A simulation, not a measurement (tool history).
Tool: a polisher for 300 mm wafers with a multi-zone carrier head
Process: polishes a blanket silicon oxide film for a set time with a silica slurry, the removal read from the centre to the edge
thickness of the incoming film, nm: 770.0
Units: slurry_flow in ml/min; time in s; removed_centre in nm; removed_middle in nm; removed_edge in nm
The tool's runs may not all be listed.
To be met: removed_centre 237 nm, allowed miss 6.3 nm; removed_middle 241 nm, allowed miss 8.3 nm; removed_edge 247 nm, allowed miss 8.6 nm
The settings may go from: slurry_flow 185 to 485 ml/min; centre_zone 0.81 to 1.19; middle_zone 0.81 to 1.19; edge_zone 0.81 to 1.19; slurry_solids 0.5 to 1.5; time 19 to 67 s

run    day  slurry_flow  centre_zone  middle_zone  edge_zone  slurry_solids  time  removed_centre  removed_middle  removed_edge
  1      0          310            1            1          1              1    43          143.28          141.75        144.25
  2  0.146          310            1            1          1              1    51          170.26          170.47        172.15
  3  0.275          310            1            1          1            0.9    51          161.55           161.1        164.49
  4  0.417          310         0.96            1          1            0.9    51          154.72          162.59        160.65
  5  0.692          310         0.96         0.92          1            0.9    51          156.62          151.65        163.03
  6  0.742          310         0.98         0.95       1.03              1    51          164.16          161.99        169.37
  7  1.004          320         1.01         0.98       1.13           1.25    59          222.79          213.66         230.9
  8  1.279          325         1.01            1       1.14           1.25    59          223.97          217.25        225.16
  9  1.546          325            1            1       1.14            1.3    59          223.17          223.75        234.52
 10  1.612          330            1            1       1.14            1.3    59          221.82          222.18        233.13
 11  1.958          330            1            1       1.14           1.35    59          225.73          227.01        235.41
 12  2.017          325            1         1.01       1.15            1.4    59          228.74          231.81        240.09
 13  2.308          330            1         1.01       1.15            1.4    59          229.51          226.98        243.91
 14  2.417          330            1         1.02       1.15            1.4    59          231.37          231.55        246.45
 15  2.508          330            1         1.02       1.15            1.4    59          230.54          234.78        243.69

Which of these 5 next moves meets every target?
  A  2.6          305         0.93          1.1       1.19            1.2    65               ?               ?             ?
  B  2.6          375         0.89         0.93       1.19            1.3    63               ?               ?             ?
  C  2.6          325         0.99         1.01       1.16           1.45    58               ?               ?             ?
  D  2.6          320            1         1.03       1.14            1.5    59               ?               ?             ?
  E  2.6          380         0.96         0.99       1.03           1.15    63               ?               ?             ?

move  removed_centre  removed_middle  removed_edge
   A          220.41          256.62        252.55
   B          215.61          227.53        257.46
   C          227.47          231.16        241.91
   D          236.34          241.73        246.97
   E          221.33          227.88        229.97
A: further off than the last run
B: further off than the last run
C: further off than the last run
D: meets every target
E: further off than the last run
The right move is D.

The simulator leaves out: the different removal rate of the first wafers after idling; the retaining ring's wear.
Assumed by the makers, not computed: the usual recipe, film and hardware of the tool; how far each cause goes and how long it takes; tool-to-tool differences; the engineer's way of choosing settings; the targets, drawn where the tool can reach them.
